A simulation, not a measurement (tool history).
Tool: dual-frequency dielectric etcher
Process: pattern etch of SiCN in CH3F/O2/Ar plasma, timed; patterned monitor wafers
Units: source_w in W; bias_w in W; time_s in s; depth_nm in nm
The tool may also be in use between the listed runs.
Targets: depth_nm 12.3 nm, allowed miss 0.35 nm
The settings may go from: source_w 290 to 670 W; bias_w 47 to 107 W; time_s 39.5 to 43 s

Run 1, day 0: source_w 480 W, bias_w 77 W, time_s 43 s. Result: depth_nm 17.647 nm.
Run 2, day 0.033: source_w 480 W, bias_w 77 W, time_s 43 s. Result: depth_nm 17.621 nm.
Run 3, day 0.304: source_w 560 W, bias_w 77 W, time_s 43 s. Result: depth_nm 18.62 nm.
Run 4, day 0.367: source_w 560 W, bias_w 86 W, time_s 43 s. Result: depth_nm 19.49 nm.
Run 5, day 0.721: source_w 490 W, bias_w 86 W, time_s 43 s. Result: depth_nm 18.515 nm.
Run 6, day 0.746: source_w 490 W, bias_w 94 W, time_s 43 s. Result: depth_nm 19.207 nm.
Run 7, day 0.938: source_w 460 W, bias_w 86 W, time_s 42.5 s. Result: depth_nm 17.881 nm.
Run 8, day 1.088: source_w 430 W, bias_w 79 W, time_s 42 s. Result: depth_nm 16.533 nm.
Run 9, day 1.204: source_w 410 W, bias_w 74 W, time_s 41.5 s. Result: depth_nm 15.693 nm.
Run 10, day 1.246: source_w 390 W, bias_w 70 W, time_s 41 s. Result: depth_nm 14.842 nm.
Run 11, day 1.292: source_w 390 W, bias_w 70 W, time_s 41 s. Result: depth_nm 14.814 nm.
Run 12, day 1.4: source_w 380 W, bias_w 67 W, time_s 40.5 s. Result: depth_nm 14.226 nm.
Run 13, day 1.458: source_w 370 W, bias_w 65 W, time_s 40.5 s. Result: depth_nm 13.87 nm.
Run 14, day 1.804: source_w 360 W, bias_w 64 W, time_s 40.5 s. Result: depth_nm 13.728 nm.
Run 15, day 1.846: source_w 350 W, bias_w 63 W, time_s 40.5 s. Result: depth_nm 13.511 nm.
Run 16, day 1.938: source_w 340 W, bias_w 62 W, time_s 40.5 s. Result: depth_nm 13.2 nm.
Run 17, day 2.192: source_w 300 W, bias_w 56 W, time_s 40 s. Result: depth_nm 11.839 nm.

Which of these 4 next moves meets every target?
Run A, day 2.446: source_w 290 W, bias_w 60 W, time_s 41 s. Result: depth_nm ?.
Run B, day 2.446: source_w 290 W, bias_w 54 W, time_s 39.5 s. Result: depth_nm ?.
Run C, day 2.446: source_w 290 W, bias_w 47 W, time_s 43 s. Result: depth_nm ?.
Run D, day 2.446: source_w 290 W, bias_w 53 W, time_s 39.5 s. Result: depth_nm ?.

move  depth_nm
   A    12.405
   B    11.447
   C    11.781
   D     11.36
A: meets every target
B: further off than the last run
C: further off than the last run
D: further off than the last run
Move A is the one to make.

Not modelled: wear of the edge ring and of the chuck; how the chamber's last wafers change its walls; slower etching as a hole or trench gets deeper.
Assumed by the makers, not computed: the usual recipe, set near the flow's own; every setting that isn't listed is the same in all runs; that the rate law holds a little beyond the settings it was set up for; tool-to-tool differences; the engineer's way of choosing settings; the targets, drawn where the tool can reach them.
